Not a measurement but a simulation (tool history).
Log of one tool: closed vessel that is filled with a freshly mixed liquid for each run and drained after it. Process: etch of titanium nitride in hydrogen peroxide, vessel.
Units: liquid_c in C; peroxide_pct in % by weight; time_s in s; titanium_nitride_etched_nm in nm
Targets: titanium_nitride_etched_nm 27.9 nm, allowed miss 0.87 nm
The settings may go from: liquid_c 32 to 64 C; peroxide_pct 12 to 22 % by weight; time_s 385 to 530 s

run 1 day=0 | liquid_c=48 peroxide_pct=15 time_s=530 | titanium_nitride_etched_nm=17.099
run 2 day=0.108 | liquid_c=49.5 peroxide_pct=15 time_s=530 | titanium_nitride_etched_nm=19.013
run 3 day=0.292 | liquid_c=51 peroxide_pct=15 time_s=530 | titanium_nitride_etched_nm=21.248
run 4 day=0.65 | liquid_c=52 peroxide_pct=15 time_s=530 | titanium_nitride_etched_nm=23.327
run 5 day=0.725 | liquid_c=52 peroxide_pct=12.5 time_s=530 | titanium_nitride_etched_nm=22.22
run 6 day=0.996 | liquid_c=53 peroxide_pct=12.5 time_s=530 | titanium_nitride_etched_nm=24.006
run 7 day=1.225 | liquid_c=53.5 peroxide_pct=12.5 time_s=530 | titanium_nitride_etched_nm=24.54
run 8 day=1.521 | liquid_c=54 peroxide_pct=12.5 time_s=530 | titanium_nitride_etched_nm=25.026
run 9 day=1.646 | liquid_c=54.5 peroxide_pct=12.5 time_s=530 | titanium_nitride_etched_nm=26.183

4 next moves are on the table. One of them brings every result within its allowed miss. Which?
run A day=1.771 | liquid_c=58.5 peroxide_pct=13.5 time_s=385 | titanium_nitride_etched_nm=?
run B day=1.771 | liquid_c=56.5 peroxide_pct=12 time_s=530 | titanium_nitride_etched_nm=?
run C day=1.771 | liquid_c=55.5 peroxide_pct=12 time_s=530 | titanium_nitride_etched_nm=?
run D day=1.771 | liquid_c=58.5 peroxide_pct=15 time_s=385 | titanium_nitride_etched_nm=?

move=A titanium_nitride_etched_nm=25.526
move=B titanium_nitride_etched_nm=29.866
move=C titanium_nitride_etched_nm=27.858
move=D titanium_nitride_etched_nm=26.097
A: further off than the last run
B: takes the result that was furthest off past its target
C: meets every target
D: further off than the last run
Move C is the one to make.
